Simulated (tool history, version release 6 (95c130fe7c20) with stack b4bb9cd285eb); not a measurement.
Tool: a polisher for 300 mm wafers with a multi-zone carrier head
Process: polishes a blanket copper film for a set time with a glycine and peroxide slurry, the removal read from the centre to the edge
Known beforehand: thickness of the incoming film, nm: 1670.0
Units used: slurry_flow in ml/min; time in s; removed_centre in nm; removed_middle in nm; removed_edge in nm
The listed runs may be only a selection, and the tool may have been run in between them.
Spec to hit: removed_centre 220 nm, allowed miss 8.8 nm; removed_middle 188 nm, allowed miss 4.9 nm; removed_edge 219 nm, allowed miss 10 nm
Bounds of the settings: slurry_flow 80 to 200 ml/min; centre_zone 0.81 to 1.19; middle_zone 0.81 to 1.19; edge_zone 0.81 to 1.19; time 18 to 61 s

run  hour  slurry_flow  centre_zone  middle_zone  edge_zone  time  removed_centre  removed_middle  removed_edge
  1     0          130            1            1          1    39          142.36          136.43        140.49
  2   6.2          135         1.01         0.99       1.03    42          155.11          147.38        152.73
  3  10.4          135         1.02         0.97       1.06    45          168.66          157.27        167.15
  4  15.4          140         1.03         0.95       1.08    47          180.78          162.78        175.42
  5    20          140         1.03         0.95       1.08    43          164.69          149.21        160.63
  6  25.8          140         1.03         0.94        1.1    45          169.75          154.81        169.31
  7  30.4          140         1.04         0.93       1.12    47          179.53          158.61         178.4
  8  36.8          145         1.04         0.93       1.13    48          183.83           165.6        183.57
  9  44.6          145         1.05         0.92       1.14    49          193.68          168.43        184.69
 10  52.4          175         0.98         0.84       1.19    55          209.61          179.65        221.49

Which one of the following 4 next-run settings gets every result inside its allowed miss? There is exactly one.
  A  60.2          200         0.98         0.83       1.07    57               ?               ?             ?
  B  60.2          190         1.01         0.84       1.14    60               ?               ?             ?
  C  60.2          200         0.93         0.91       1.19    53               ?               ?             ?
  D  60.2          185         1.02         0.93       1.16    55               ?               ?             ?

move  removed_centre  removed_middle  removed_edge
   A          221.42           188.8        220.21
   B          238.31          199.18        237.89
   C           195.4          189.41        215.75
   D          219.79          197.82        219.09
A: meets every target
B: takes the result that was furthest off past its target
C: corrects the largest miss of the last run, while another result sits out of spec
D: takes the result that was furthest off past its target
So the answer is move A, the one that meets all the targets.
